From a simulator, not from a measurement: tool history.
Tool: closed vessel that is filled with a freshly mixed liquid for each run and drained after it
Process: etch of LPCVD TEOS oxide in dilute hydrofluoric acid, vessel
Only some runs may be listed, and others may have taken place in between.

run,hour,temperature setpoint of the liquid (°C),parts of water to one part of 49 % hydrofluoric acid (parts by volume),time in the liquid (s),thickness taken off the LPCVD TEOS oxide on a monitor wafer (Å)
1,0.0,25.0,75,30,243.59
2,2.8,22.5,75,30,218.92
3,5.3,24.5,75,30,238.79
4,12.6,26.0,75,30,251.07
5,13.8,26.0,75,30,256.21
6,17.4,24.0,75,30,234.86
7,19.4,25.5,75,30,247.53
8,22.4,26.5,75,30,254.54

The next listed run, before its measurement:
9,31.3,27.5,75,30,?

Run 9 produced thickness taken off the LPCVD TEOS oxide on a monitor wafer (Å) 266.51.
